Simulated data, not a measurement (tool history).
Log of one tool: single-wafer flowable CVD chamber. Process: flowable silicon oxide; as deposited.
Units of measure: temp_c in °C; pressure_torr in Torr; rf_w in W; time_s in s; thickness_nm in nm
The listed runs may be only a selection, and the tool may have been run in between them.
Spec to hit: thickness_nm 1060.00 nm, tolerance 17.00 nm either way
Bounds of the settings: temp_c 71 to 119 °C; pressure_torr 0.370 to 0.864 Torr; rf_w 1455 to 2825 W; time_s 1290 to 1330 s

run 1 hour=0.0 | temp_c=95 pressure_torr=0.617 rf_w=2140 time_s=1290 | thickness_nm=591.63
run 2 hour=8.8 | temp_c=95 pressure_torr=0.726 rf_w=2140 time_s=1290 | thickness_nm=692.51
run 3 hour=11.5 | temp_c=95 pressure_torr=0.726 rf_w=1960 time_s=1290 | thickness_nm=678.72
run 4 hour=20.1 | temp_c=99 pressure_torr=0.726 rf_w=1960 time_s=1290 | thickness_nm=592.02
run 5 hour=24.4 | temp_c=96 pressure_torr=0.726 rf_w=1960 time_s=1290 | thickness_nm=652.67
run 6 hour=33.3 | temp_c=93 pressure_torr=0.726 rf_w=1960 time_s=1290 | thickness_nm=724.09
run 7 hour=36.6 | temp_c=91 pressure_torr=0.726 rf_w=1960 time_s=1290 | thickness_nm=772.37
run 8 hour=41.1 | temp_c=89 pressure_torr=0.726 rf_w=1960 time_s=1290 | thickness_nm=822.42

Which one of the following 4 next-run settings gets every result inside its allowed miss? There is exactly one.
run A hour=45.6 | temp_c=91 pressure_torr=0.735 rf_w=1780 time_s=1290 | thickness_nm=?
run B hour=45.6 | temp_c=85 pressure_torr=0.799 rf_w=1995 time_s=1330 | thickness_nm=?
run C hour=45.6 | temp_c=85 pressure_torr=0.705 rf_w=2020 time_s=1290 | thickness_nm=?
run D hour=45.6 | temp_c=85 pressure_torr=0.740 rf_w=1975 time_s=1300 | thickness_nm=?

move=A thickness_nm=750.02
move=B thickness_nm=1056.50
move=C thickness_nm=908.14
move=D thickness_nm=953.06
A: further off than the last run
B: each result inside its tolerance
C: moves toward the targets from the last run without getting all of them in spec
D: moves toward the targets from the last run without getting all of them in spec
Answer: B
